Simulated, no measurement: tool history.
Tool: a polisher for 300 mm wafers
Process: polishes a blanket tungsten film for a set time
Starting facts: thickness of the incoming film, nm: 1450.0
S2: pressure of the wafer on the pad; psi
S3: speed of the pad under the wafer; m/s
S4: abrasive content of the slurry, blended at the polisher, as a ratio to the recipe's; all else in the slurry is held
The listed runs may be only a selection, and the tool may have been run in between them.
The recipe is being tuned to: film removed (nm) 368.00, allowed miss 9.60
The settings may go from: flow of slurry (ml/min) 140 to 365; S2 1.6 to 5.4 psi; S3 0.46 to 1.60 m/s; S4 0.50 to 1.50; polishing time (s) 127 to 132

{"run": 1, "hour": 0.0, "flow of slurry (ml/min)": 235, "S2": 3.5, "S3": 1.02, "S4": 1.0, "polishing time (s)": 127, "film removed (nm)": 582.32}
{"run": 2, "hour": 4.0, "flow of slurry (ml/min)": 235, "S2": 3.5, "S3": 1.02, "S4": 0.85, "polishing time (s)": 127, "film removed (nm)": 551.04}
{"run": 3, "hour": 11.4, "flow of slurry (ml/min)": 230, "S2": 3.1, "S3": 1.02, "S4": 0.85, "polishing time (s)": 127, "film removed (nm)": 494.92}
{"run": 4, "hour": 15.6, "flow of slurry (ml/min)": 230, "S2": 3.1, "S3": 1.02, "S4": 0.85, "polishing time (s)": 132, "film removed (nm)": 513.68}
{"run": 5, "hour": 18.0, "flow of slurry (ml/min)": 225, "S2": 2.8, "S3": 1.02, "S4": 0.85, "polishing time (s)": 132, "film removed (nm)": 473.68}
{"run": 6, "hour": 25.8, "flow of slurry (ml/min)": 225, "S2": 2.8, "S3": 1.02, "S4": 0.85, "polishing time (s)": 132, "film removed (nm)": 467.58}
{"run": 7, "hour": 30.4, "flow of slurry (ml/min)": 210, "S2": 1.8, "S3": 1.02, "S4": 0.85, "polishing time (s)": 132, "film removed (nm)": 323.04}
{"run": 8, "hour": 36.8, "flow of slurry (ml/min)": 225, "S2": 1.9, "S3": 1.02, "S4": 0.85, "polishing time (s)": 132, "film removed (nm)": 342.67}
{"run": 9, "hour": 39.1, "flow of slurry (ml/min)": 235, "S2": 1.9, "S3": 1.02, "S4": 0.85, "polishing time (s)": 132, "film removed (nm)": 340.42}

Below are 4 possible settings for the next run. Only one of them brings all results inside the allowed miss of their targets. Which is it?
{"run": "A", "hour": 41.4, "flow of slurry (ml/min)": 190, "S2": 2.3, "S3": 1.06, "S4": 0.8, "polishing time (s)": 129, "film removed (nm)": "?"}
{"run": "B", "hour": 41.4, "flow of slurry (ml/min)": 230, "S2": 1.9, "S3": 1.08, "S4": 0.95, "polishing time (s)": 132, "film removed (nm)": "?"}
{"run": "C", "hour": 41.4, "flow of slurry (ml/min)": 280, "S2": 3.2, "S3": 0.72, "S4": 0.95, "polishing time (s)": 132, "film removed (nm)": "?"}
{"run": "D", "hour": 41.4, "flow of slurry (ml/min)": 240, "S2": 1.8, "S3": 1.08, "S4": 0.85, "polishing time (s)": 132, "film removed (nm)": "?"}

move=A film_removed_(nm)=393.89
move=B film_removed_(nm)=370.39
move=C film_removed_(nm)=396.62
move=D film_removed_(nm)=345.43
A: moves the result that the last run missed by most past its target, out the other side
B: in spec on every target
C: moves the result that the last run missed by most past its target, out the other side
D: gains on the last run, yet a result remains outside its allowed miss
Go with B: it meets all targets.

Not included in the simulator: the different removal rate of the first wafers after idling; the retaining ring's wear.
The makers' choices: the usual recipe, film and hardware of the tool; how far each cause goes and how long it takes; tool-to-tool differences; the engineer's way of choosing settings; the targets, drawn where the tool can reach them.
